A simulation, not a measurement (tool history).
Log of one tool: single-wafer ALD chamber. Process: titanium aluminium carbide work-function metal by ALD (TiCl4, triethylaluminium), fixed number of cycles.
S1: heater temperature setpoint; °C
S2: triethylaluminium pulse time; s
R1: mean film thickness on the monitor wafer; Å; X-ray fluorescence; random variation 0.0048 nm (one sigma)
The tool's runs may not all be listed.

run 1 hour=0.0 | S1=320 S2=8.60 | R1=20.013
run 2 hour=6.1 | S1=316 S2=7.65 | R1=19.063
run 3 hour=14.7 | S1=313 S2=6.87 | R1=18.140
run 4 hour=16.5 | S1=323 S2=6.87 | R1=18.774
run 5 hour=19.5 | S1=316 S2=6.87 | R1=18.327
run 6 hour=20.8 | S1=313 S2=6.22 | R1=17.097
run 7 hour=22.6 | S1=311 S2=6.03 | R1=16.588

Forecast run 8:
run 8 hour=27.0 | S1=309 S2=5.97 | R1=?

Run 8 gave R1 16.386 Å.
